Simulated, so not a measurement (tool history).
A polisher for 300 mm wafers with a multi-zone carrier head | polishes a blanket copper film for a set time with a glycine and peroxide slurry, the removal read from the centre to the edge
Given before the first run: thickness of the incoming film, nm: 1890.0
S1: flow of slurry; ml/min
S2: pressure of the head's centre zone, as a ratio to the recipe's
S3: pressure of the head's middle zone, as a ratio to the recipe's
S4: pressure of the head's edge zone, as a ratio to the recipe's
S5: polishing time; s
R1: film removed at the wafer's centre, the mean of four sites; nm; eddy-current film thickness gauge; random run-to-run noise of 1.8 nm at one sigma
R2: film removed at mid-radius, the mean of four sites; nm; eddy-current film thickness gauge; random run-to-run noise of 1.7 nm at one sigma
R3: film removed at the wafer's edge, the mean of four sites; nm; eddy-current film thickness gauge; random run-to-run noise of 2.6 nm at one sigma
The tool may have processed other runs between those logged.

run 1 day=0.000 | S1=305 S2=1.00 S3=1.00 S4=1.00 S5=64 | R1=305.33 R2=314.45 R3=322.27
run 2 day=0.038 | S1=305 S2=1.00 S3=0.99 S4=0.99 S5=62 | R1=293.74 R2=300.33 R3=307.33
run 3 day=0.379 | S1=305 S2=1.00 S3=0.98 S4=0.97 S5=60 | R1=282.72 R2=290.14 R3=293.42
run 4 day=0.658 | S1=305 S2=1.00 S3=1.02 S4=0.97 S5=60 | R1=287.18 R2=297.95 R3=293.42
run 5 day=0.867 | S1=305 S2=1.00 S3=0.94 S4=0.97 S5=60 | R1=287.44 R2=281.44 R3=292.96
run 6 day=1.008 | S1=305 S2=1.05 S3=0.94 S4=0.97 S5=60 | R1=296.00 R2=286.10 R3=295.18
run 7 day=1.125 | S1=305 S2=1.05 S3=0.94 S4=0.97 S5=60 | R1=298.00 R2=284.43 R3=291.72
run 8 day=1.475 | S1=305 S2=1.04 S3=0.93 S4=0.96 S5=59 | R1=289.85 R2=277.53 R3=291.01
run 9 day=1.562 | S1=305 S2=1.04 S3=0.93 S4=0.95 S5=57 | R1=277.94 R2=266.17 R3=280.45
run 10 day=1.933 | S1=305 S2=1.05 S3=0.93 S4=0.94 S5=55 | R1=274.84 R2=253.52 R3=263.72
run 11 day=2.200 | S1=305 S2=1.04 S3=0.93 S4=0.93 S5=54 | R1=264.69 R2=251.24 R3=261.89
run 12 day=2.233 | S1=305 S2=1.04 S3=0.93 S4=0.93 S5=54 | R1=266.51 R2=251.07 R3=258.64
run 13 day=2.362 | S1=305 S2=1.03 S3=0.92 S4=0.92 S5=53 | R1=263.73 R2=247.88 R3=260.84
run 14 day=2.417 | S1=305 S2=1.03 S3=0.92 S4=0.92 S5=52 | R1=252.16 R2=242.49 R3=250.72
run 15 day=2.508 | S1=305 S2=1.03 S3=0.91 S4=0.91 S5=51 | R1=251.72 R2=234.26 R3=246.96
run 16 day=2.821 | S1=305 S2=1.03 S3=0.91 S4=0.90 S5=50 | R1=241.52 R2=230.90 R3=234.66
run 17 day=2.933 | S1=300 S2=1.03 S3=0.90 S4=0.89 S5=50 | R1=245.56 R2=228.85 R3=241.74
run 18 day=3.012 | S1=305 S2=1.03 S3=0.90 S4=0.89 S5=49 | R1=236.83 R2=223.86 R3=237.21
run 19 day=3.092 | S1=305 S2=1.03 S3=0.90 S4=0.88 S5=49 | R1=239.77 R2=224.83 R3=232.51
run 20 day=3.258 | S1=305 S2=1.03 S3=0.90 S4=0.87 S5=49 | R1=240.08 R2=221.83 R3=235.55
run 21 day=3.550 | S1=305 S2=1.03 S3=0.90 S4=0.87 S5=48 | R1=229.92 R2=220.60 R3=228.83

Predict the results of run 22:
run 22 day=3.829 | S1=305 S2=1.03 S3=0.90 S4=0.86 S5=48 | R1=? R2=? R3=?

R1: 232.47 nm
R2: 221.36 nm
R3: 228.96 nm

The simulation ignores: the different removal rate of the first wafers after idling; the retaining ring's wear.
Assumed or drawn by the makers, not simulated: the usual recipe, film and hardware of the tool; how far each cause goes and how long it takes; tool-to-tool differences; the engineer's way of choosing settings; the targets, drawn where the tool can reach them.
